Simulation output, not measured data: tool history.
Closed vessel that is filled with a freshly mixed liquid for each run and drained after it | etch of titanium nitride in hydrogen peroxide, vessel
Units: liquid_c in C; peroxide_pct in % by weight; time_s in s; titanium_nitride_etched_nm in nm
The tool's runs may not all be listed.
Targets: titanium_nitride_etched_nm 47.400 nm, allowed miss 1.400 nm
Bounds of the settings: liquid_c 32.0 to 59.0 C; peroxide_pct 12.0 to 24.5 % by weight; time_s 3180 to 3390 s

{"run": 1, "day": 0.0, "liquid_c": 43.0, "peroxide_pct": 16.5, "time_s": 3180, "titanium_nitride_etched_nm": 65.835}
{"run": 2, "day": 0.25, "liquid_c": 43.0, "peroxide_pct": 16.5, "time_s": 3180, "titanium_nitride_etched_nm": 65.828}
{"run": 3, "day": 0.329, "liquid_c": 42.0, "peroxide_pct": 16.5, "time_s": 3180, "titanium_nitride_etched_nm": 60.186}
{"run": 4, "day": 0.392, "liquid_c": 42.0, "peroxide_pct": 16.5, "time_s": 3390, "titanium_nitride_etched_nm": 65.549}
{"run": 5, "day": 0.521, "liquid_c": 41.0, "peroxide_pct": 16.5, "time_s": 3390, "titanium_nitride_etched_nm": 60.557}
{"run": 6, "day": 0.821, "liquid_c": 40.5, "peroxide_pct": 16.5, "time_s": 3390, "titanium_nitride_etched_nm": 57.826}
{"run": 7, "day": 1.158, "liquid_c": 40.0, "peroxide_pct": 16.5, "time_s": 3390, "titanium_nitride_etched_nm": 55.54}
{"run": 8, "day": 1.562, "liquid_c": 39.5, "peroxide_pct": 16.5, "time_s": 3390, "titanium_nitride_etched_nm": 54.143}
{"run": 9, "day": 1.696, "liquid_c": 39.0, "peroxide_pct": 16.5, "time_s": 3390, "titanium_nitride_etched_nm": 52.099}
{"run": 10, "day": 1.767, "liquid_c": 38.5, "peroxide_pct": 16.5, "time_s": 3390, "titanium_nitride_etched_nm": 50.501}

4 next moves are on the table. One of them brings every result within its allowed miss. Which?
{"run": "A", "day": 1.838, "liquid_c": 40.0, "peroxide_pct": 12.5, "time_s": 3180, "titanium_nitride_etched_nm": "?"}
{"run": "B", "day": 1.838, "liquid_c": 37.0, "peroxide_pct": 17.0, "time_s": 3345, "titanium_nitride_etched_nm": "?"}
{"run": "C", "day": 1.838, "liquid_c": 38.5, "peroxide_pct": 18.0, "time_s": 3205, "titanium_nitride_etched_nm": "?"}
{"run": "D", "day": 1.838, "liquid_c": 37.5, "peroxide_pct": 15.5, "time_s": 3295, "titanium_nitride_etched_nm": "?"}

move=A titanium_nitride_etched_nm=49.399
move=B titanium_nitride_etched_nm=43.912
move=C titanium_nitride_etched_nm=47.876
move=D titanium_nitride_etched_nm=44.112
A: nearer than the last run, and not there yet
B: takes the result that was furthest off past its target
C: meets every target
D: takes the result that was furthest off past its target
The right move is C.

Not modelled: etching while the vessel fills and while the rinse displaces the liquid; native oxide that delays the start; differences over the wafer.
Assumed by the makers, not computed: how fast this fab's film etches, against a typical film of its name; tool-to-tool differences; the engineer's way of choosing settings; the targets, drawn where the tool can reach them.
